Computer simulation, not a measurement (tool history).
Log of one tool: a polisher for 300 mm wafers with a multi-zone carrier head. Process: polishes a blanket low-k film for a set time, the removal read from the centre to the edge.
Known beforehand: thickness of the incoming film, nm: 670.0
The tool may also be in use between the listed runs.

run  hour  flow of slurry (ml/min)  pressure of the head's centre zone  pressure of the head's middle zone  pressure of the head's edge zone  abrasive content of the slurry  polishing time (s)  film removed at the wafer's centre (Å)  film removed at mid-radius (Å)  film removed at the wafer's edge (Å)
  1     0                      145                                   1                                   1                                 1                               1                  54                                  170.95                          173.23                                173.49
  2   0.7                      145                                0.95                                   1                                 1                               1                  54                                  161.73                          169.06                                176.15
  3   6.2                      135                                0.94                                0.99                              0.96                            0.85                  48                                  125.25                          137.54                                137.82
  4  12.3                      135                                0.94                                0.99                              0.87                            0.85                  48                                  121.53                          135.17                                 131.2
  5  13.6                      135                                0.94                                0.99                               0.9                            0.85                  48                                  124.42                          138.58                                131.09
  6  16.6                      135                                0.94                                0.91                               0.9                            0.85                  48                                  127.82                          126.04                                134.95
  7  23.5                      125                                0.93                                 0.9                              0.87                            0.75                  46                                  108.06                          111.88                                114.98
  8  31.7                       95                                0.91                                0.81                              0.83                            0.55                  45                                  75.349                          72.795                                82.676
     38.1  -- centre zone pressure recalibrated
  9  38.1                      110                                 0.9                                0.83                              0.83                            0.55                  45                                  82.671                          77.223                                84.716
 10  43.8                      110                                 0.9                                0.87                              0.87                            0.55                  45                                  84.518                          79.719                                 85.93

Run 11 has not been measured yet. What should we expect?
 11  49.1                      105                                 0.9                                0.88                              0.87                             0.6                  44                                       ?                               ?                                     ?

Run 11 gave film removed at the wafer's centre (Å) 86.336, film removed at mid-radius (Å) 82.523, film removed at the wafer's edge (Å) 89.328.

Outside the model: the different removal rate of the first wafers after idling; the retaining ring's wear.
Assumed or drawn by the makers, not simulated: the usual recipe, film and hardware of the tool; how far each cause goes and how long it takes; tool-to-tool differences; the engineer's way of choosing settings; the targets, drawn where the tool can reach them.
